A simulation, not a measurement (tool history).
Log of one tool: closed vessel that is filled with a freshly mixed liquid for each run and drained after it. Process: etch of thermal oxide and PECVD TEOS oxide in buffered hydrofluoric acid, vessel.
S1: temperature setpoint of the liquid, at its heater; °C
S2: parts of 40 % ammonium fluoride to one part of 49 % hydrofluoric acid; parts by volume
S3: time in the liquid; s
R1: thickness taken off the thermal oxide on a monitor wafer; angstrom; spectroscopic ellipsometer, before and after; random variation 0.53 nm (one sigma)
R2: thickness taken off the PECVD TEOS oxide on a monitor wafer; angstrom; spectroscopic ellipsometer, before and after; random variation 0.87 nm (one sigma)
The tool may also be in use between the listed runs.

Run 1, hour 0.0: S1 24.0 °C, S2 9.0 parts by volume, S3 60 s. Result: R1 729.07 angstrom, R2 1428.4 angstrom.
Run 2, hour 3.4: S1 22.5 °C, S2 9.0 parts by volume, S3 60 s. Result: R1 676.07 angstrom, R2 1309.0 angstrom.
Run 3, hour 5.0: S1 22.0 °C, S2 9.0 parts by volume, S3 60 s. Result: R1 655.27 angstrom, R2 1276.5 angstrom.
Run 4, hour 10.7: S1 21.5 °C, S2 9.0 parts by volume, S3 60 s. Result: R1 641.03 angstrom, R2 1246.4 angstrom.
Run 5, hour 18.5: S1 21.5 °C, S2 7.0 parts by volume, S3 60 s. Result: R1 828.08 angstrom, R2 1608.6 angstrom.
Run 6, hour 22.1: S1 21.5 °C, S2 7.0 parts by volume, S3 40 s. Result: R1 553.81 angstrom, R2 1082.1 angstrom.
Run 7, hour 23.2: S1 22.0 °C, S2 7.0 parts by volume, S3 40 s. Result: R1 574.70 angstrom, R2 1114.2 angstrom.
Run 8, hour 27.3: S1 22.5 °C, S2 7.0 parts by volume, S3 40 s. Result: R1 588.52 angstrom, R2 1135.9 angstrom.

Forecast run 9:
Run 9, hour 33.2: S1 22.5 °C, S2 7.0 parts by volume, S3 40 s. Result: R1 ?, R2 ?.

Run 9 gave R1 585.17 angstrom, R2 1145.2 angstrom.
